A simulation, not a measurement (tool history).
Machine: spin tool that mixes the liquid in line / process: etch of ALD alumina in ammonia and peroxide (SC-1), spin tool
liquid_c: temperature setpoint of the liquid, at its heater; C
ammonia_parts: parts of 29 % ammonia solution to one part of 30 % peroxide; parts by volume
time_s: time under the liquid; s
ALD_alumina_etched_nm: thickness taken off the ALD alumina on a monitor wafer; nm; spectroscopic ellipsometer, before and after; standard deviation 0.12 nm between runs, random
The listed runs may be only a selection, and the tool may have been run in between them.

run,hour,liquid_c,ammonia_parts,time_s,ALD_alumina_etched_nm
1,0.0,48.0,0.65,275,12.467
2,2.8,48.0,0.65,275,12.531
3,5.3,49.0,0.65,275,13.272
4,8.1,49.5,0.65,275,13.442
5,8.8,50.0,0.65,275,13.910
6,10.4,50.5,0.65,275,14.194

For run 7, what comes out?
7,11.7,51.0,0.65,275,?

ALD_alumina_etched_nm: 14.664 nm
